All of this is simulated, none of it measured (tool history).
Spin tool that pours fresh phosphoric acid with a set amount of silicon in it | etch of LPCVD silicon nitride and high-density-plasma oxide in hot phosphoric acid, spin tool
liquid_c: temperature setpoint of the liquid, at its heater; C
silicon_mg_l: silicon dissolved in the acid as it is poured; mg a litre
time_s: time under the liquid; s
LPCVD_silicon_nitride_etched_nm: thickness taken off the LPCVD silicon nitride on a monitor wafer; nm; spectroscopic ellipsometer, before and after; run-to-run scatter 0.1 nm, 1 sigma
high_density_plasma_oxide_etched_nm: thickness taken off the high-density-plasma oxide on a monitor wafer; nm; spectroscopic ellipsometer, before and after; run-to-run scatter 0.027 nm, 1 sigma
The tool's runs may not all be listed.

run,day,liquid_c,silicon_mg_l,time_s,LPCVD_silicon_nitride_etched_nm,high_density_plasma_oxide_etched_nm
1,0,161,14.5,180,14.112,0.26157
2,0.225,161,14.5,145,11.233,0.15718
3,0.542,162,18,160,12.982,0.18281
4,0.912,162,18,120,9.6645,0.15065
5,0.954,162.5,20,140,11.528,0.13038
6,1.017,162.5,20,210,17.367,0.23109

Forecast run 7:
7,1.054,163,19.5,210,?,?

LPCVD_silicon_nitride_etched_nm: 17.416 nm
high_density_plasma_oxide_etched_nm: 0.27943 nm
